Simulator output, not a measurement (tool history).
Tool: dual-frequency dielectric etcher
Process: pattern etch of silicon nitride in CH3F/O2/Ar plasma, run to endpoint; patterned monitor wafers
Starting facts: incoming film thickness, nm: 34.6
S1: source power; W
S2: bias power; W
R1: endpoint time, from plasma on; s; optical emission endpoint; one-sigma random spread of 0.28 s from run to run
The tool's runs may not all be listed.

run	day	S1	S2	R1
1	0.000	380	102	43.181
2	0.117	400	104	42.294
3	0.400	420	107	40.766
4	0.446	430	108	40.247
5	0.808	430	124	39.240
6	0.829	430	113	40.651
7	0.875	450	116	39.264

For run 8, what comes out?
8	1.117	450	116	?

Run 8 came out at R1 39.254 s.
